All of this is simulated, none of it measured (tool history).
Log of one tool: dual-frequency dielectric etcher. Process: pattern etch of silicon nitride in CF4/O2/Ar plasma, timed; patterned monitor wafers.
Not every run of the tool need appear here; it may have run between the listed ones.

run,hour,source power (kW),bias power (kW),Ar flow (sccm),CF4 flow (sccm),etch time (s),mean etch depth across the wafer (angstrom)
1,0.0,0.400,0.051,109,103,18.5,296.12
2,4.8,0.400,0.044,109,103,18.5,273.96
3,11.6,0.420,0.044,109,103,18.5,281.43
4,13.7,0.420,0.044,109,95,18.5,279.01
5,20.8,0.440,0.044,109,95,18.5,285.83
6,27.8,0.450,0.045,109,95,18.5,292.08
7,30.2,0.460,0.046,109,95,18.5,299.34
8,31.7,0.470,0.047,109,95,18.5,304.98
9,33.8,0.480,0.048,109,95,18.5,311.45
10,41.9,0.490,0.049,109,95,18.5,319.49

Run 11, settings as shown, results not yet in. Your forecast:
11,46.6,0.500,0.050,109,95,18.5,?

Run 11 produced mean etch depth across the wafer (angstrom) 326.05.
